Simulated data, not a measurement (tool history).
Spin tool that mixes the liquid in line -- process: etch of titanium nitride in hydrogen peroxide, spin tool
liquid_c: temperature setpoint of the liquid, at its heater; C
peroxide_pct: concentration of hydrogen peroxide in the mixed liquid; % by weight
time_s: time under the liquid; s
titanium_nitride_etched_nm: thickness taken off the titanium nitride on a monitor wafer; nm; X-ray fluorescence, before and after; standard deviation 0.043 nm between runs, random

Run 1, day 0: liquid_c 57 C, peroxide_pct 19.5 % by weight, time_s 65 s. Result: titanium_nitride_etched_nm 8.0662 nm.
Run 2, day 0.279: liquid_c 56 C, peroxide_pct 19.5 % by weight, time_s 65 s. Result: titanium_nitride_etched_nm 7.5441 nm.
Run 3, day 0.583: liquid_c 55.5 C, peroxide_pct 19.5 % by weight, time_s 65 s. Result: titanium_nitride_etched_nm 7.2927 nm.
Run 4, day 0.846: liquid_c 55.5 C, peroxide_pct 17 % by weight, time_s 65 s. Result: titanium_nitride_etched_nm 7.1099 nm.
Run 5, day 0.975: liquid_c 55 C, peroxide_pct 17 % by weight, time_s 65 s. Result: titanium_nitride_etched_nm 6.9132 nm.
Run 6, day 1.104: liquid_c 50.5 C, peroxide_pct 17 % by weight, time_s 65 s. Result: titanium_nitride_etched_nm 4.9224 nm.
Run 7, day 1.296: liquid_c 51.5 C, peroxide_pct 17 % by weight, time_s 65 s. Result: titanium_nitride_etched_nm 5.3197 nm.
Run 8, day 1.362: liquid_c 52 C, peroxide_pct 17 % by weight, time_s 65 s. Result: titanium_nitride_etched_nm 5.4459 nm.
Run 9, day 1.45: liquid_c 52.5 C, peroxide_pct 17 % by weight, time_s 65 s. Result: titanium_nitride_etched_nm 5.7363 nm.
Run 10, day 1.488: liquid_c 52.5 C, peroxide_pct 17 % by weight, time_s 65 s. Result: titanium_nitride_etched_nm 5.7053 nm.

Predict the results of run 11:
Run 11, day 1.767: liquid_c 54.5 C, peroxide_pct 17 % by weight, time_s 65 s. Result: titanium_nitride_etched_nm ?.

Run 11 came out at titanium_nitride_etched_nm 6.623 nm.

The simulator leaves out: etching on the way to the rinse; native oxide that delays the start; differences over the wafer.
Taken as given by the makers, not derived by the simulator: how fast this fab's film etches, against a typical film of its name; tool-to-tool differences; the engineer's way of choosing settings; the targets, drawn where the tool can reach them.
